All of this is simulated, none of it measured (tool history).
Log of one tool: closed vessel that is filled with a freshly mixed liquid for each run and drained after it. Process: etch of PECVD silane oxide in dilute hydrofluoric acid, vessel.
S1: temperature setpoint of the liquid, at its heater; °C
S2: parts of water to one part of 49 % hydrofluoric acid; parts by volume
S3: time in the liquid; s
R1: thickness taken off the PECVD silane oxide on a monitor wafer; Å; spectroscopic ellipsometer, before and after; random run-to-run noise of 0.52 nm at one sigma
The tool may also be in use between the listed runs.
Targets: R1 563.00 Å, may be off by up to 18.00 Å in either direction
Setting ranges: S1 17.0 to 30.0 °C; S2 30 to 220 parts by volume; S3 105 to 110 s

run 1 hour=0.0 | S1=22.0 S2=125 S3=105 | R1=256.17
run 2 hour=8.0 | S1=24.0 S2=110 S3=105 | R1=321.14
run 3 hour=13.4 | S1=25.5 S2=100 S3=105 | R1=374.82
run 4 hour=20.4 | S1=25.5 S2=120 S3=105 | R1=303.64
run 5 hour=27.5 | S1=27.0 S2=120 S3=105 | R1=322.27
run 6 hour=30.8 | S1=28.0 S2=105 S3=105 | R1=391.51
run 7 hour=33.7 | S1=28.5 S2=95 S3=105 | R1=440.31
run 8 hour=41.3 | S1=29.0 S2=90 S3=105 | R1=488.66
run 9 hour=43.5 | S1=29.5 S2=85 S3=105 | R1=537.99
run 10 hour=52.1 | S1=30.0 S2=85 S3=105 | R1=530.27

Pick the move, out of 5, that brings all results within their allowed miss; only one does.
run A hour=60.7 | S1=29.0 S2=85 S3=105 | R1=?
run B hour=60.7 | S1=30.0 S2=90 S3=110 | R1=?
run C hour=60.7 | S1=28.0 S2=80 S3=105 | R1=?
run D hour=60.7 | S1=28.5 S2=80 S3=110 | R1=?
run E hour=60.7 | S1=29.0 S2=90 S3=105 | R1=?

move=A R1=516.67
move=B R1=527.27
move=C R1=531.90
move=D R1=568.14
move=E R1=484.54
A: its largest miss is bigger than the last run's
B: its largest miss is bigger than the last run's
C: just as far off the targets as the last run
D: hits every target within its allowed miss
E: its largest miss is bigger than the last run's
Move D is the one to make.

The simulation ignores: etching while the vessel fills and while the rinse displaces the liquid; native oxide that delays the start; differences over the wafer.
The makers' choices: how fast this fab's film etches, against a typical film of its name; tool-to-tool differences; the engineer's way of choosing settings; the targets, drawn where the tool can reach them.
